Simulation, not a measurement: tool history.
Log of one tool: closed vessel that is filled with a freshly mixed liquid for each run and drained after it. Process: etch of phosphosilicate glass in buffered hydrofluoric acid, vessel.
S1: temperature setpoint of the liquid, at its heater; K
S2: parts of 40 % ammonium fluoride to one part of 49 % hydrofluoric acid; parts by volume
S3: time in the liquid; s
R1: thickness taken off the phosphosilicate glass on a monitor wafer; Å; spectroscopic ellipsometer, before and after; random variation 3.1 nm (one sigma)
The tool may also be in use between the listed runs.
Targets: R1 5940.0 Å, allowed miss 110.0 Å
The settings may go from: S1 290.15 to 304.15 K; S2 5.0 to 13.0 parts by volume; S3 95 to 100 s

| run | hour | S1 | S2 | S3 | R1 |
|---|---|---|---|---|---|
| 1 | 0.0 | 296.15 | 8.0 | 95 | 6202.9 |
| 2 | 6.1 | 293.15 | 8.0 | 95 | 5254.4 |
| 3 | 12.5 | 293.65 | 8.0 | 95 | 5406.1 |
| 4 | 16.8 | 290.65 | 8.0 | 95 | 4542.9 |
| 5 | 18.1 | 290.65 | 8.0 | 95 | 4492.7 |
| 6 | 20.8 | 292.15 | 8.0 | 95 | 4911.2 |
| 7 | 23.0 | 292.15 | 8.0 | 95 | 4896.5 |
| 8 | 28.3 | 292.15 | 8.0 | 95 | 4928.8 |
| 9 | 33.5 | 293.15 | 8.0 | 95 | 5236.6 |
| 10 | 40.4 | 293.65 | 8.0 | 95 | 5387.1 |
| 11 | 42.4 | 294.15 | 8.0 | 95 | 5538.7 |
| 12 | 46.6 | 294.65 | 8.0 | 95 | 5664.8 |

Which of these 4 next moves meets every target?
| A | 50.8 | 294.65 | 8.5 | 95 | ? |
| B | 50.8 | 294.65 | 8.0 | 100 | ? |
| C | 50.8 | 294.15 | 9.0 | 100 | ? |
| D | 50.8 | 294.65 | 9.5 | 100 | ? |

| move | R1 |
|---|---|
| A | 5360.2 |
| B | 6026.8 |
| C | 5289.1 |
| D | 5249.2 |
A: further off than the last run
B: meets every target
C: further off than the last run
D: further off than the last run
Answer: B
